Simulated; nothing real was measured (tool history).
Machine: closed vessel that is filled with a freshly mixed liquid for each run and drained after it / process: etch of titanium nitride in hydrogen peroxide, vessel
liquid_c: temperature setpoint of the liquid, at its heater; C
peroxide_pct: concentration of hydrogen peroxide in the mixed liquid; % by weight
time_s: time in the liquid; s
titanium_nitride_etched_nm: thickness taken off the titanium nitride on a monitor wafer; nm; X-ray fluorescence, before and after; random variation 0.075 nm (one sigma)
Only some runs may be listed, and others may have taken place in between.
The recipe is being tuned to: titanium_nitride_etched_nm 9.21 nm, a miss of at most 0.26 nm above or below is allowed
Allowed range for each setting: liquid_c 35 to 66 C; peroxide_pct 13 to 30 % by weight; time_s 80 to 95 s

| run | hour | liquid_c | peroxide_pct | time_s | titanium_nitride_etched_nm |
|---|---|---|---|---|---|
| 1 | 0 | 51 | 25 | 95 | 4.1386 |
| 2 | 4.9 | 51 | 30 | 95 | 4.3174 |
| 3 | 10.4 | 54.5 | 30 | 95 | 5.5255 |
| 4 | 15.2 | 56.5 | 30 | 95 | 6.2683 |
| 5 | 18 | 56.5 | 30 | 95 | 6.3246 |
| 6 | 26.8 | 58 | 30 | 95 | 7.059 |
| 7 | 32.7 | 59 | 30 | 95 | 7.4013 |
| 8 | 35.5 | 63 | 30 | 95 | 9.9707 |
| 9 | 41.8 | 62.5 | 30 | 95 | 9.4656 |

Pick the move, out of 5, that brings all results within their allowed miss; only one does.
| A | 48.1 | 64 | 27.5 | 90 | ? |
| B | 48.1 | 63 | 30 | 95 | ? |
| C | 48.1 | 63.5 | 26 | 95 | ? |
| D | 48.1 | 63.5 | 30 | 90 | ? |
| E | 48.1 | 66 | 15.5 | 85 | ? |

| move | titanium_nitride_etched_nm |
|---|---|
| A | 9.7533 |
| B | 9.8194 |
| C | 9.8368 |
| D | 9.6179 |
| E | 9.2915 |
A: its largest miss is bigger than the last run's
B: its largest miss is bigger than the last run's
C: its largest miss is bigger than the last run's
D: its largest miss is bigger than the last run's
E: each result inside its tolerance
E is the move that brings every result within its allowed miss.
